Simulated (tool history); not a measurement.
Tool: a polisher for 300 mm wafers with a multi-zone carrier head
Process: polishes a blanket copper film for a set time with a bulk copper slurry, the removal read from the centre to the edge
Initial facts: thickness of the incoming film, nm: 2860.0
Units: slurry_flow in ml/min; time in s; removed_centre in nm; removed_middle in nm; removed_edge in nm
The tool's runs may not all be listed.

run	hour	slurry_flow	centre_zone	middle_zone	edge_zone	slurry_solids	time	removed_centre	removed_middle	removed_edge
1	0.0	190	1.00	1.00	1.00	1.00	54	712.32	696.04	678.58
2	0.7	190	1.04	1.00	1.00	1.00	54	720.73	699.26	678.34
3	8.4	190	1.04	1.00	1.00	1.20	54	775.09	739.82	739.45
4	14.4	185	1.04	0.97	0.97	1.15	54	761.99	710.52	707.70
5	17.6	185	1.04	1.01	0.97	1.15	54	770.49	725.75	692.08
6	23.0	185	1.04	1.07	0.97	1.15	54	773.29	744.83	712.98
7	30.8	175	1.05	1.01	0.97	1.10	54	750.62	711.44	701.48

The next listed run, before its measurement:
# hour 35.8: worn pad replaced by a new one
8	35.8	175	1.06	0.96	0.95	1.05	54	?	?	?

{"run 8": {"removed_centre": 815.8, "removed_middle": 725.93, "removed_edge": 730.09}}
